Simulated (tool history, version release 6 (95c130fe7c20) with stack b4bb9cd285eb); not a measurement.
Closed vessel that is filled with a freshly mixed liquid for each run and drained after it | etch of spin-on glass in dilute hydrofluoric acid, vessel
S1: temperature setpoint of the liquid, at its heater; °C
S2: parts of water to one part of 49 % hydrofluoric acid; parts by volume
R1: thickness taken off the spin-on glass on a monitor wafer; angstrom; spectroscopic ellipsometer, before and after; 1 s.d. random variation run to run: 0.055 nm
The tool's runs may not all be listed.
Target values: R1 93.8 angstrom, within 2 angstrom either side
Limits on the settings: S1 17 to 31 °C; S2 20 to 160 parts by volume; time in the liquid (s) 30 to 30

{"run": 1, "hour": 0.0, "S1": 23, "S2": 90, "time in the liquid (s)": 30, "R1": 71.81}
{"run": 2, "hour": 7.9, "S1": 23, "S2": 65, "time in the liquid (s)": 30, "R1": 102.99}
{"run": 3, "hour": 10.0, "S1": 23, "S2": 55, "time in the liquid (s)": 30, "R1": 123.48}
{"run": 4, "hour": 12.6, "S1": 23, "S2": 55, "time in the liquid (s)": 30, "R1": 124.32}
{"run": 5, "hour": 14.7, "S1": 23, "S2": 25, "time in the liquid (s)": 30, "R1": 283.11}
{"run": 6, "hour": 15.8, "S1": 21.5, "S2": 25, "time in the liquid (s)": 30, "R1": 264.61}
{"run": 7, "hour": 17.8, "S1": 21.5, "S2": 30, "time in the liquid (s)": 30, "R1": 219.33}
{"run": 8, "hour": 25.1, "S1": 17.5, "S2": 65, "time in the liquid (s)": 30, "R1": 81.823}
{"run": 9, "hour": 32.4, "S1": 18, "S2": 65, "time in the liquid (s)": 30, "R1": 83.873}
{"run": 10, "hour": 35.3, "S1": 19.5, "S2": 65, "time in the liquid (s)": 30, "R1": 88.369}
{"run": 11, "hour": 43.0, "S1": 20, "S2": 65, "time in the liquid (s)": 30, "R1": 91.053}

Consider the 4 candidate settings below. Which is the only one whose results all fall within their allowed miss of target?
{"run": "A", "hour": 50.7, "S1": 17.5, "S2": 55, "time in the liquid (s)": 30, "R1": "?"}
{"run": "B", "hour": 50.7, "S1": 21.5, "S2": 65, "time in the liquid (s)": 30, "R1": "?"}
{"run": "C", "hour": 50.7, "S1": 22.5, "S2": 70, "time in the liquid (s)": 30, "R1": "?"}
{"run": "D", "hour": 50.7, "S1": 18, "S2": 55, "time in the liquid (s)": 30, "R1": "?"}

move=A R1=97.445
move=B R1=96.536
move=C R1=92.844
move=D R1=99.567
A: moves the result that the last run missed by most past its target, out the other side
B: moves the result that the last run missed by most past its target, out the other side
C: meets every target
D: moves the result that the last run missed by most past its target, out the other side
The move that meets every target is C.
